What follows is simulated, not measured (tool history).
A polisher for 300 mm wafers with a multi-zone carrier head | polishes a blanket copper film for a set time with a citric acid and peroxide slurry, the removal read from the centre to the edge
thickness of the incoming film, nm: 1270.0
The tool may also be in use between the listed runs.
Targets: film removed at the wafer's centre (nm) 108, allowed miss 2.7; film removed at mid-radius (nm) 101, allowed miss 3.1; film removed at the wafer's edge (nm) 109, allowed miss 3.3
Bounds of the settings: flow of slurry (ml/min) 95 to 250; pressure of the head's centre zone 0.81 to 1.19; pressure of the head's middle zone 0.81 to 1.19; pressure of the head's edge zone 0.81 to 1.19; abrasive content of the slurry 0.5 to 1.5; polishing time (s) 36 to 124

run  hour  flow of slurry (ml/min)  pressure of the head's centre zone  pressure of the head's middle zone  pressure of the head's edge zone  abrasive content of the slurry  polishing time (s)  film removed at the wafer's centre (nm)  film removed at mid-radius (nm)  film removed at the wafer's edge (nm)
  1     0                      160                                   1                                   1                                 1                               1                  79                                   131.04                           128.82                                 127.18
  2   8.9                      160                                   1                                1.03                                 1                               1                  79                                   132.75                           130.44                                 126.43
  3  14.6                      160                                   1                                1.03                                 1                             1.1                  79                                   135.68                           133.25                                 130.38
  4  15.9                      160                                   1                                1.03                                 1                             1.2                  79                                   137.87                           136.23                                 132.55
  5  17.2                      160                                0.92                                1.03                                 1                             1.2                  79                                   126.97                           136.27                                 132.93
  6  18.4                      150                                0.92                                0.98                              0.97                             1.1                  79                                   122.78                           126.82                                 128.58
  7  22.3                      145                                0.92                                0.95                              0.95                               1                  79                                   120.99                           119.78                                 122.42
  8  26.1                      135                                0.91                                0.93                              0.93                            0.95                  79                                    115.4                           115.82                                 120.07
  9  30.6                      130                                0.91                                0.91                              0.91                             0.9                  79                                   116.26                           111.32                                 116.88
 10    32                      100                                0.86                                0.86                              0.87                             0.8                  78                                   100.98                            100.4                                 107.69
 11  38.6                      105                                0.87                                0.86                              0.87                             0.8                  78                                   101.24                           101.48                                 109.51
 12  46.8                      110                                0.88                                0.86                              0.86                             0.8                  78                                   103.51                           100.62                                 107.45
 13  50.7                      115                                0.88                                0.86                              0.86                             0.8                  78                                   105.06                           101.38                                 105.99
 14  53.9                      115                                0.88                                0.86                              0.87                             0.8                  78                                   103.02                           101.81                                 109.25

Which of these 4 next moves meets every target?
  A  57.1                      115                                0.85                                0.94                              0.96                             0.7                  82                                        ?                                ?                                      ?
  B  57.1                      110                                0.94                                0.89                              0.92                             0.8                  76                                        ?                                ?                                      ?
  C  57.1                       95                                0.87                                0.88                              0.86                            0.95                  75                                        ?                                ?                                      ?
  D  57.1                       95                                0.88                                0.89                              0.93                             0.9                  75                                        ?                                ?                                      ?

move  film removed at the wafer's centre (nm)  film removed at mid-radius (nm)  film removed at the wafer's edge (nm)
   A                                   104.18                           111.08                                 116.26
   B                                    109.1                           101.11                                 108.79
   C                                   102.29                           101.39                                 107.28
   D                                   102.07                           100.99                                 109.73
A: further off than the last run
B: meets every target
C: further off than the last run
D: further off than the last run
Move B is the one to make.
